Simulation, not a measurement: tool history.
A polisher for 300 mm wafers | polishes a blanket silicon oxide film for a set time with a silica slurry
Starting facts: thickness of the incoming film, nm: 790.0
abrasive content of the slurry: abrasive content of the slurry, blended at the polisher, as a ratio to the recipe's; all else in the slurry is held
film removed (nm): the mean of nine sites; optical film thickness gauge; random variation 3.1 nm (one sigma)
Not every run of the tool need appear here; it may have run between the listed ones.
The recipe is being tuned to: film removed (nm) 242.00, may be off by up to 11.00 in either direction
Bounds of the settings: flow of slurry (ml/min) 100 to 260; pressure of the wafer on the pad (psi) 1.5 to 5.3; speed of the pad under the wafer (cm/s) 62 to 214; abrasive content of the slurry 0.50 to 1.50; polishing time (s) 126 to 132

run	hour	flow of slurry (ml/min)	pressure of the wafer on the pad (psi)	speed of the pad under the wafer (cm/s)	abrasive content of the slurry	polishing time (s)	film removed (nm)
1	0.0	165	3.4	138	1.00	126	471.59
2	5.7	165	3.4	138	1.00	132	507.30
3	11.2	165	2.9	130	1.00	132	417.04
4	13.9	165	2.5	124	1.00	132	350.43
5	20.8	135	2.5	124	1.00	132	345.47
6	29.3	135	2.2	122	1.00	132	299.30
7	31.4	135	2.0	122	1.00	132	275.24
8	37.3	135	1.9	122	1.00	132	258.47

Pick the move, out of 4, that brings all results within their allowed miss; only one does.
A	43.2	120	2.3	122	0.85	130	?
B	43.2	115	1.6	126	1.25	127	?
C	43.2	150	1.9	118	0.80	130	?
D	43.2	125	1.7	114	0.95	130	?

move	film removed (nm)
A	278.15
B	240.44
C	223.57
D	214.65
A: moves away from the targets compared with the last run
B: every result lands within tolerance
C: takes the biggest miss from the last run beyond its target
D: takes the biggest miss from the last run beyond its target
The right move is B.
